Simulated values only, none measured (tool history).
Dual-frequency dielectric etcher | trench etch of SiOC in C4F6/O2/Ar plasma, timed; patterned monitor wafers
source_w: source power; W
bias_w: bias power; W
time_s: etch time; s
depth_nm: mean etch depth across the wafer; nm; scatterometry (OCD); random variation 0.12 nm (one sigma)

run	hour	source_w	bias_w	time_s	depth_nm
1	0	320	242	11.5	21.538
2	6.4	310	236	11.5	21.072
3	12.8	310	258	11.5	21.354
4	16.5	310	258	11	20.697
5	18.8	300	254	11	20.24
6	19.9	300	211	11	19.115
7	24.7	290	210	11	19.065
8	30.5	230	186	11	16.722

The next listed run, before its measurement:
9	37.1	230	187	11	?

Run 9 gave depth_nm 16.695 nm.
